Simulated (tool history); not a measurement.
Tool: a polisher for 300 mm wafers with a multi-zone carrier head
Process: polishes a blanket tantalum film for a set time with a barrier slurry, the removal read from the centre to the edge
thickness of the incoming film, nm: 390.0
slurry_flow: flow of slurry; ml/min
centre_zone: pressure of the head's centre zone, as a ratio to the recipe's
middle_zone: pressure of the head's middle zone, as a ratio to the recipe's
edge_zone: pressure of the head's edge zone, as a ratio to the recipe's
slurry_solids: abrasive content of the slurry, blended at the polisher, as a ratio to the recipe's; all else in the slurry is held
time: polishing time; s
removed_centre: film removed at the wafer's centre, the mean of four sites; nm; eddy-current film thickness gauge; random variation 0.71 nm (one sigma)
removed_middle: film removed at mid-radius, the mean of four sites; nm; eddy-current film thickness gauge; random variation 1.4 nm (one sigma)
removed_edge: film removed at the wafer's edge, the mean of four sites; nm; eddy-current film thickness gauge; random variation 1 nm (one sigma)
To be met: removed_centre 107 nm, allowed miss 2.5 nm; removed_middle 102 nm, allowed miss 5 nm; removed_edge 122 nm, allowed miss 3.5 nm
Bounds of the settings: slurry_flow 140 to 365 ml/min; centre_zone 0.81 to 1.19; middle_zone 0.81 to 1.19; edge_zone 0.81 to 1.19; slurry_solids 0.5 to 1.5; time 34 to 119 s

Run 1, hour 0: slurry_flow 235 ml/min, centre_zone 1, middle_zone 1, edge_zone 1, slurry_solids 1, time 76 s. Result: removed_centre 135.1 nm, removed_middle 132.73 nm, removed_edge 132.59 nm.
Run 2, hour 2.8: slurry_flow 235 ml/min, centre_zone 1.06, middle_zone 1, edge_zone 1, slurry_solids 1, time 76 s. Result: removed_centre 143.88 nm, removed_middle 130.65 nm, removed_edge 132.47 nm.
Run 3, hour 11.3: slurry_flow 235 ml/min, centre_zone 1.06, middle_zone 1, edge_zone 1, slurry_solids 1, time 92 s. Result: removed_centre 171.96 nm, removed_middle 161.45 nm, removed_edge 164.16 nm.
Run 4, hour 17.7: slurry_flow 235 ml/min, centre_zone 1.06, middle_zone 1.05, edge_zone 1, slurry_solids 1, time 92 s. Result: removed_centre 172.91 nm, removed_middle 166.18 nm, removed_edge 162.01 nm.
Run 5, hour 26.5: slurry_flow 220 ml/min, centre_zone 1.02, middle_zone 0.98, edge_zone 1.02, slurry_solids 0.85, time 88 s. Result: removed_centre 149.64 nm, removed_middle 145.81 nm, removed_edge 147.21 nm.
Run 6, hour 32.8: slurry_flow 220 ml/min, centre_zone 1.02, middle_zone 0.93, edge_zone 1.02, slurry_solids 0.85, time 88 s. Result: removed_centre 149.87 nm, removed_middle 135.54 nm, removed_edge 148.63 nm.
Run 7, hour 41.7: slurry_flow 210 ml/min, centre_zone 0.98, middle_zone 0.89, edge_zone 1.02, slurry_solids 0.75, time 86 s. Result: removed_centre 136.08 nm, removed_middle 122.08 nm, removed_edge 140.04 nm.
Run 8, hour 50.6: slurry_flow 200 ml/min, centre_zone 0.94, middle_zone 0.87, edge_zone 0.99, slurry_solids 0.7, time 86 s. Result: removed_centre 125.04 nm, removed_middle 119.27 nm, removed_edge 133.78 nm.
Run 9, hour 56.2: slurry_flow 195 ml/min, centre_zone 0.93, middle_zone 0.85, edge_zone 0.99, slurry_solids 0.65, time 85 s. Result: removed_centre 119.56 nm, removed_middle 112.51 nm, removed_edge 128.11 nm.
Run 10, hour 62.6: slurry_flow 185 ml/min, centre_zone 0.92, middle_zone 0.84, edge_zone 1, slurry_solids 0.6, time 85 s. Result: removed_centre 114.1 nm, removed_middle 109.39 nm, removed_edge 124.23 nm.
Run 11, hour 70.3: slurry_flow 175 ml/min, centre_zone 0.92, middle_zone 0.83, edge_zone 1.02, slurry_solids 0.6, time 85 s. Result: removed_centre 113.52 nm, removed_middle 103.03 nm, removed_edge 125.59 nm.
Run 12, hour 75.9: slurry_flow 165 ml/min, centre_zone 0.91, middle_zone 0.83, edge_zone 1.02, slurry_solids 0.6, time 85 s. Result: removed_centre 111.26 nm, removed_middle 102.54 nm, removed_edge 124.55 nm.

Which of these 4 next moves meets every target?
Run A, hour 81.5: slurry_flow 225 ml/min, centre_zone 0.88, middle_zone 0.83, edge_zone 1.01, slurry_solids 0.55, time 83 s. Result: removed_centre ?, removed_middle ?, removed_edge ?.
Run B, hour 81.5: slurry_flow 180 ml/min, centre_zone 0.86, middle_zone 0.83, edge_zone 1.01, slurry_solids 0.6, time 90 s. Result: removed_centre ?, removed_middle ?, removed_edge ?.
Run C, hour 81.5: slurry_flow 215 ml/min, centre_zone 0.81, middle_zone 0.85, edge_zone 0.99, slurry_solids 0.65, time 82 s. Result: removed_centre ?, removed_middle ?, removed_edge ?.
Run D, hour 81.5: slurry_flow 140 ml/min, centre_zone 0.95, middle_zone 0.82, edge_zone 0.99, slurry_solids 0.65, time 88 s. Result: removed_centre ?, removed_middle ?, removed_edge ?.

move  removed_centre  removed_middle  removed_edge
   A          108.34          103.37        119.87
   B           113.4          111.21        130.19
   C          103.15          109.22        123.14
   D          118.17          104.48        124.34
A: meets every target
B: further off than the last run
C: takes the result that was furthest off past its target
D: further off than the last run
Answer: A
